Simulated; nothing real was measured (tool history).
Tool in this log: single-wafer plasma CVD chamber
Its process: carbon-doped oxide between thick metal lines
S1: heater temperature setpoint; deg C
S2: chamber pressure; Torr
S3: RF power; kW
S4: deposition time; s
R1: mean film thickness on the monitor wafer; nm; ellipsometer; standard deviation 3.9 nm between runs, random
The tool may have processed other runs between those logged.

| run | hour | S1 | S2 | S3 | S4 | R1 |
|---|---|---|---|---|---|---|
| 1 | 0.0 | 370 | 5.97 | 0.655 | 116 | 623.05 |
| 2 | 7.4 | 368 | 6.28 | 0.685 | 116 | 657.30 |
| 3 | 12.8 | 368 | 6.89 | 0.685 | 116 | 662.36 |
| 4 | 20.8 | 375 | 6.89 | 0.685 | 116 | 656.59 |
| 5 | 25.3 | 367 | 6.89 | 0.685 | 116 | 668.21 |
| 6 | 26.4 | 376 | 6.89 | 0.685 | 116 | 655.73 |
| 7 | 27.9 | 375 | 7.22 | 0.695 | 116 | 660.73 |
| 8 | 33.0 | 373 | 7.44 | 0.705 | 116 | 667.03 |
| 9 | 38.2 | 372 | 7.49 | 0.725 | 116 | 694.92 |
| 10 | 41.2 | 371 | 7.56 | 0.730 | 116 | 690.36 |

Run 11 is up next; what results do you expect?
| 11 | 43.5 | 370 | 7.63 | 0.735 | 116 | ? |

{"run 11": {"R1": 686.95}}
